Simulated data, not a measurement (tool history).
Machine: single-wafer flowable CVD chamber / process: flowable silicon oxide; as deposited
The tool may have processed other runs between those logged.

run	hour	heater temperature setpoint (K)	chamber pressure (Pa)	RF power (W)	deposition time (s)	mean film thickness on the monitor wafer (angstrom)
1	0	378.15	95.3	2400	522	2195.2
2	8	378.15	95.3	2260	522	2168.1
3	9.7	379.15	95.3	2260	522	2087
4	14.5	379.15	110.1	2260	522	2403.5
5	16.8	381.15	110.1	2260	522	2237.9
6	23.4	382.15	110.1	2260	522	2147.3
7	29.9	383.15	110.1	2260	522	2087

What does the tool deliver on the next run?
8	33.1	384.15	110.1	2260	522	?

Run 8 gave mean film thickness on the monitor wafer (angstrom) 2028.3.
